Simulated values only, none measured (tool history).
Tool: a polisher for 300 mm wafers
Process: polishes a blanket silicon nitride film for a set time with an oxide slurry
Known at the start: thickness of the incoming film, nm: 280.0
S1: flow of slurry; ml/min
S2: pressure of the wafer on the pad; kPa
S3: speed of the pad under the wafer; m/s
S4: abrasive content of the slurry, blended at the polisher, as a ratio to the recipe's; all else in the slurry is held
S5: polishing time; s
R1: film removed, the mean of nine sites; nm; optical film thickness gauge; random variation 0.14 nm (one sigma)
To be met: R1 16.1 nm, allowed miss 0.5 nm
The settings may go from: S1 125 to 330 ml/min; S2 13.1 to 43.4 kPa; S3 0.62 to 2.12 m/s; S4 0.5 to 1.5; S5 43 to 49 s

run 1 hour=0 | S1=210 S2=28.3 S3=1.36 S4=1 S5=49 | R1=37.71
run 2 hour=8.7 | S1=210 S2=28.3 S3=1.36 S4=1.1 S5=49 | R1=39.268
run 3 hour=16.7 | S1=210 S2=28.3 S3=1.1 S4=1.1 S5=49 | R1=33.252
run 4 hour=22.5 | S1=210 S2=34.5 S3=1.1 S4=1.1 S5=49 | R1=39.742
run 5 hour=29.4 | S1=210 S2=30.3 S3=1.02 S4=1.1 S5=49 | R1=33.551
run 6 hour=32.5 | S1=210 S2=30.3 S3=0.76 S4=1.1 S5=49 | R1=26.343
run 7 hour=41 | S1=210 S2=30.3 S3=0.76 S4=1.1 S5=49 | R1=26.348
run 8 hour=46.5 | S1=210 S2=27.6 S3=0.76 S4=1.1 S5=49 | R1=23.8
run 9 hour=48.1 | S1=210 S2=25.5 S3=0.76 S4=1.1 S5=49 | R1=22.417
run 10 hour=51.2 | S1=210 S2=23.4 S3=0.76 S4=1.1 S5=49 | R1=20.412
run 11 hour=58.7 | S1=210 S2=22.1 S3=0.76 S4=1.1 S5=49 | R1=19.077
run 12 hour=67.5 | S1=210 S2=21.4 S3=0.76 S4=1.1 S5=49 | R1=18.779
run 13 hour=69.4 | S1=210 S2=20.7 S3=0.76 S4=1.1 S5=49 | R1=18.235
run 14 hour=74.2 | S1=210 S2=20 S3=0.76 S4=1.1 S5=49 | R1=17.697
run 15 hour=79.4 | S1=210 S2=19.3 S3=0.76 S4=1.1 S5=49 | R1=17.093

Which of these 5 next moves meets every target?
run A hour=84.6 | S1=200 S2=17.9 S3=0.94 S4=1.05 S5=48 | R1=?
run B hour=84.6 | S1=235 S2=28.3 S3=0.64 S4=1.15 S5=43 | R1=?
run C hour=84.6 | S1=215 S2=22.1 S3=0.88 S4=0.95 S5=46 | R1=?
run D hour=84.6 | S1=195 S2=20.7 S3=0.64 S4=1.15 S5=49 | R1=?
run E hour=84.6 | S1=230 S2=20 S3=0.78 S4=1.15 S5=47 | R1=?

move=A R1=17.458
move=B R1=18.996
move=C R1=18.627
move=D R1=15.607
move=E R1=17.371
A: further off than the last run
B: further off than the last run
C: further off than the last run
D: meets every target
E: further off than the last run
The right move is D.
